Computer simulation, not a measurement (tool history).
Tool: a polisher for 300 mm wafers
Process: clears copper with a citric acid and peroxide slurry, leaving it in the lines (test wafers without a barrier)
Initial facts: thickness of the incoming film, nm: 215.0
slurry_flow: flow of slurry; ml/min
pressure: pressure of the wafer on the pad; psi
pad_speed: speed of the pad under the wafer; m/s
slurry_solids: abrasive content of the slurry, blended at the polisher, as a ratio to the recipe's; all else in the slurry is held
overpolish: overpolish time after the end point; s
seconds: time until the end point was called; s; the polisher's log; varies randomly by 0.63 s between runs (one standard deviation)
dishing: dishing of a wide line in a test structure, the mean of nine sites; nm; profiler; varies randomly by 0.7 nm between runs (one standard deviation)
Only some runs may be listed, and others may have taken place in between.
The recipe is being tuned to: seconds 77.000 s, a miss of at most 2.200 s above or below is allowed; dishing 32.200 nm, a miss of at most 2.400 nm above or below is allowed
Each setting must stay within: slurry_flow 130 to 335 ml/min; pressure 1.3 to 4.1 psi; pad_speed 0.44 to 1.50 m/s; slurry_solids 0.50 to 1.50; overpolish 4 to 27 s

run	hour	slurry_flow	pressure	pad_speed	slurry_solids	overpolish	seconds	dishing
1	0.0	215	2.7	0.96	1.00	14	97.550	20.898
2	5.8	215	2.8	0.96	1.00	14	94.505	21.663
3	9.9	215	2.8	0.96	0.85	14	96.594	21.074
4	13.9	215	2.9	0.96	0.85	14	93.317	22.061
5	19.7	215	2.9	0.78	0.85	14	114.200	17.650
6	23.5	215	3.0	0.78	0.85	14	111.160	19.317
7	29.8	240	3.7	0.80	0.85	15	87.975	24.820
8	38.3	240	3.9	0.82	0.85	16	80.779	27.505

Which single option among these 5 for the next run brings every result within its allowed miss of target? Just one does.
A	46.8	270	3.8	0.84	0.80	15	?	?
B	46.8	235	4.1	0.82	0.85	14	?	?
C	46.8	335	3.3	1.10	0.50	14	?	?
D	46.8	260	3.6	0.96	0.70	18	?	?
E	46.8	240	4.0	0.90	0.80	14	?	?

move	seconds	dishing
A	80.601	25.595
B	76.752	25.211
C	76.537	25.096
D	76.914	30.943
E	72.527	26.439
A: misses by more than the last run did
B: misses by more than the last run did
C: misses by more than the last run did
D: every result within its allowed miss
E: misses by more than the last run did
Correct choice: D, which meets every target

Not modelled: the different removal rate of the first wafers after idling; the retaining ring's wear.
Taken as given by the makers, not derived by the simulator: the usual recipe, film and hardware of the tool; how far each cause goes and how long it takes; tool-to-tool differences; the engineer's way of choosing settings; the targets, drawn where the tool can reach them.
